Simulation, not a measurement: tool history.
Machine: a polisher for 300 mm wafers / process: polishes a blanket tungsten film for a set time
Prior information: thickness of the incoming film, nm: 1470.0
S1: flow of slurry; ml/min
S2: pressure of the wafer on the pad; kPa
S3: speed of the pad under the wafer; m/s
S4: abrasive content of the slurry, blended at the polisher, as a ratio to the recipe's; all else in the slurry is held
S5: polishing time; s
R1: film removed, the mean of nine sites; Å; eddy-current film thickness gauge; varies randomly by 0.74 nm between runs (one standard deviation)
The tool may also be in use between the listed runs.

| run | hour | S1 | S2 | S3 | S4 | S5 | R1 |
|---|---|---|---|---|---|---|---|
| 1 | 0.0 | 310 | 29.6 | 1.04 | 1.0 | 25 | 1208.20 |
| 2 | 7.9 | 310 | 27.6 | 1.04 | 1.0 | 25 | 1119.80 |
| 3 | 11.8 | 310 | 26.2 | 1.04 | 1.0 | 25 | 1078.40 |
| 4 | 20.3 | 265 | 26.2 | 1.04 | 1.0 | 25 | 1064.60 |
| 5 | 27.8 | 265 | 24.8 | 1.04 | 1.0 | 25 | 1039.20 |
| 6 | 36.2 | 265 | 23.4 | 1.04 | 1.0 | 25 | 985.45 |
| 7 | 37.6 | 265 | 22.8 | 1.04 | 1.0 | 25 | 956.06 |
| 8 | 45.7 | 265 | 22.1 | 1.04 | 1.0 | 25 | 926.36 |
| 9 | 49.8 | 265 | 22.1 | 1.04 | 1.0 | 25 | 947.64 |

The next listed run, before its measurement:
| 10 | 52.4 | 265 | 21.4 | 1.04 | 1.0 | 25 | ? |

For run 10 the tool returned R1 920.17 Å.

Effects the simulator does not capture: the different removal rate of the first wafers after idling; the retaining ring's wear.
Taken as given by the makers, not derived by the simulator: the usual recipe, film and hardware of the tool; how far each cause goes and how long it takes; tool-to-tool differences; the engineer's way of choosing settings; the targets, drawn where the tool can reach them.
